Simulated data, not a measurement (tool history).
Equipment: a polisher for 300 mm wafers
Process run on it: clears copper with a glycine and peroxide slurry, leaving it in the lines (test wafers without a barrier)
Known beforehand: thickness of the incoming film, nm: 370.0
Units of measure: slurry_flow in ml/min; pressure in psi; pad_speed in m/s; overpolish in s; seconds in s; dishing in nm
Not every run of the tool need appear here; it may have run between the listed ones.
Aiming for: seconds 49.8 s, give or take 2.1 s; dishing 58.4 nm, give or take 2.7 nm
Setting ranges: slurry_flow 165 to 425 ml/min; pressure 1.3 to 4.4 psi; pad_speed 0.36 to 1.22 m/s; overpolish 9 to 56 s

run 1 day=0 | slurry_flow=275 pressure=2.8 pad_speed=0.78 overpolish=29 | seconds=67.923 dishing=59.519
run 2 day=0.321 | slurry_flow=275 pressure=2.8 pad_speed=0.92 overpolish=29 | seconds=59.234 dishing=59.459
run 3 day=0.417 | slurry_flow=275 pressure=2.8 pad_speed=0.92 overpolish=33 | seconds=59.502 dishing=62.062
run 4 day=0.667 | slurry_flow=245 pressure=2.8 pad_speed=0.92 overpolish=33 | seconds=60.999 dishing=61.603
run 5 day=0.767 | slurry_flow=190 pressure=2.8 pad_speed=0.92 overpolish=33 | seconds=61.977 dishing=62.185
-- day=1.017 worn pad replaced by a new one
run 6 day=1.017 | slurry_flow=190 pressure=2.8 pad_speed=0.74 overpolish=33 | seconds=66.607 dishing=60.959
run 7 day=1.246 | slurry_flow=190 pressure=3.1 pad_speed=0.76 overpolish=29 | seconds=59.441 dishing=61.802
run 8 day=1.317 | slurry_flow=190 pressure=3.2 pad_speed=0.78 overpolish=25 | seconds=56.392 dishing=58.239

Which one of the following 4 next-run settings gets every result inside its allowed miss? There is exactly one.
run A day=1.388 | slurry_flow=165 pressure=4.4 pad_speed=0.66 overpolish=21 | seconds=? dishing=?
run B day=1.388 | slurry_flow=165 pressure=3.2 pad_speed=0.62 overpolish=25 | seconds=? dishing=?
run C day=1.388 | slurry_flow=165 pressure=3.8 pad_speed=0.62 overpolish=25 | seconds=? dishing=?
run D day=1.388 | slurry_flow=165 pressure=3.1 pad_speed=1.08 overpolish=20 | seconds=? dishing=?

move=A seconds=50.587 dishing=57.671
move=B seconds=68.429 dishing=55.721
move=C seconds=59.766 dishing=58.587
move=D seconds=46.096 dishing=56.936
A: each result inside its tolerance
B: misses by more than the last run did
C: misses by more than the last run did
D: takes the biggest miss from the last run beyond its target
Answer: A

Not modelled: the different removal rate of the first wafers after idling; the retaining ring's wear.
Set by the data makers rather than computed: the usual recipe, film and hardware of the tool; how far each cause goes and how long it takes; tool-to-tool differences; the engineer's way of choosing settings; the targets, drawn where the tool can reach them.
